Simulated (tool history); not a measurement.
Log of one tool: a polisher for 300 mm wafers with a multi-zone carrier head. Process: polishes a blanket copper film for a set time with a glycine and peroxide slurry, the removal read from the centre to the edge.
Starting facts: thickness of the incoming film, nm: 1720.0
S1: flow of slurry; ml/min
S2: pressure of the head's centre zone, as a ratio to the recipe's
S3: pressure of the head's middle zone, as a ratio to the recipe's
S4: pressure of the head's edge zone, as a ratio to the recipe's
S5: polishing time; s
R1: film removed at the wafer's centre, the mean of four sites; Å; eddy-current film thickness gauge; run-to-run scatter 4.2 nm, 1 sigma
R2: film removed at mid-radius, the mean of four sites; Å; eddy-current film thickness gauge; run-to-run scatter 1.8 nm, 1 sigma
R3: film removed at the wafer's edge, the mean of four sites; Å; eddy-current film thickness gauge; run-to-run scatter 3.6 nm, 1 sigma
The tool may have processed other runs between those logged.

run,day,S1,S2,S3,S4,S5,R1,R2,R3
1,0.000,200,1.00,1.00,1.00,83,2451.5,2448.2,2486.2
2,0.329,215,1.04,1.00,1.04,85,2673.8,2529.9,2608.0
3,0.404,215,1.04,1.00,1.04,78,2395.1,2295.4,2366.6
4,0.483,215,1.06,1.00,1.07,83,2583.4,2461.7,2488.4
5,0.571,235,1.06,0.98,1.06,87,2800.4,2591.3,2592.3
6,0.708,215,1.06,0.98,1.06,87,2733.5,2541.2,2650.5
7,0.808,205,1.09,0.98,1.06,90,2946.1,2619.0,2749.6
8,1.108,190,1.10,0.99,1.06,92,2977.6,2659.8,2789.1

Estimate the outcome of run 9 from the log above:
9,1.475,185,1.11,0.98,1.07,94,?,?,?

{"run 9": {"R1": 3049.6, "R2": 2696.8, "R3": 2765.8}}
